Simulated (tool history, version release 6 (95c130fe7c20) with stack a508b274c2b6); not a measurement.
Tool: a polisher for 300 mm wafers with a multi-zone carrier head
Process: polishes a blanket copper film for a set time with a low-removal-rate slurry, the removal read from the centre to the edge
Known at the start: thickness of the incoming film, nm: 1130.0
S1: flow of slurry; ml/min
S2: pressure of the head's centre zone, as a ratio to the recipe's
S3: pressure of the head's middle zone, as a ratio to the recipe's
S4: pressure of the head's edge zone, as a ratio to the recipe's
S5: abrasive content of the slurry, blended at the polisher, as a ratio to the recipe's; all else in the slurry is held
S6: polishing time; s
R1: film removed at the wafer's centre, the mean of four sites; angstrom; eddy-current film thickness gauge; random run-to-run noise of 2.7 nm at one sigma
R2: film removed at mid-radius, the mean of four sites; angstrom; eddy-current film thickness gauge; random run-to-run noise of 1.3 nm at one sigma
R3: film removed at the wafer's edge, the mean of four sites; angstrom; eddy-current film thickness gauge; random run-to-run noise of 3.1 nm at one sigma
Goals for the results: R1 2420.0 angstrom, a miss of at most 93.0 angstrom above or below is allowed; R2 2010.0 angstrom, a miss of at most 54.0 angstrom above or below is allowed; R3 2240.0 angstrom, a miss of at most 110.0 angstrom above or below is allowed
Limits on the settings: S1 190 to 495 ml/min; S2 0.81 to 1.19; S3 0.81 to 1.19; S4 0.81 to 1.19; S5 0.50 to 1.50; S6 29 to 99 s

run,hour,S1,S2,S3,S4,S5,S6,R1,R2,R3
1,0.0,320,1.00,1.00,1.00,1.00,64,1464.1,1479.7,1505.4
2,5.4,325,1.04,1.00,1.04,1.15,67,1683.2,1593.6,1657.0
3,9.3,375,1.04,1.00,1.04,1.15,67,1699.6,1644.4,1701.5
4,13.1,375,1.04,1.00,1.04,1.15,60,1497.7,1486.8,1471.0
5,20.3,375,1.04,0.92,1.04,1.15,60,1539.1,1368.6,1494.4
6,22.5,360,1.06,0.93,1.05,1.25,65,1739.5,1517.8,1672.6
7,29.4,360,1.06,0.93,1.05,1.25,65,1748.6,1512.4,1660.2
8,30.4,355,1.07,0.94,1.07,1.30,68,1825.1,1615.4,1784.8
9,36.2,360,1.09,0.94,1.08,1.35,71,1972.5,1711.1,1874.9
10,44.1,360,1.09,0.94,1.08,1.35,71,1921.6,1697.6,1880.2
# hour 47.3: slurry nozzle cleaned
11,47.3,360,1.11,0.94,1.07,1.40,74,2146.0,1866.7,1973.1
12,53.0,360,1.11,0.94,1.07,1.40,74,2114.0,1881.5,1976.4
13,55.7,365,1.12,0.93,1.08,1.45,75,2245.3,1902.9,2103.1

5 next moves are on the table. One of them brings every result within its allowed miss. Which?
A,58.4,330,1.11,0.82,1.16,1.35,83,?,?,?
B,58.4,435,1.12,1.13,0.94,1.50,72,?,?,?
C,58.4,405,1.13,0.92,1.09,1.50,79,?,?,?
D,58.4,415,1.14,0.99,0.99,1.35,81,?,?,?
E,58.4,375,0.99,0.91,1.11,1.50,80,?,?,?

move,R1,R2,R3
A,2409.3,1846.5,2312.2
B,2223.6,2201.9,1881.3
C,2442.5,2018.8,2215.3
D,2466.7,2148.8,2111.8
E,2169.3,2014.7,2253.5
A: further off than the last run
B: pushes the last run's worst result past its target
C: every result lands within tolerance
D: pushes the last run's worst result past its target
E: meets the target for the result that was furthest off, but another lies outside its allowed miss
C meets every target.
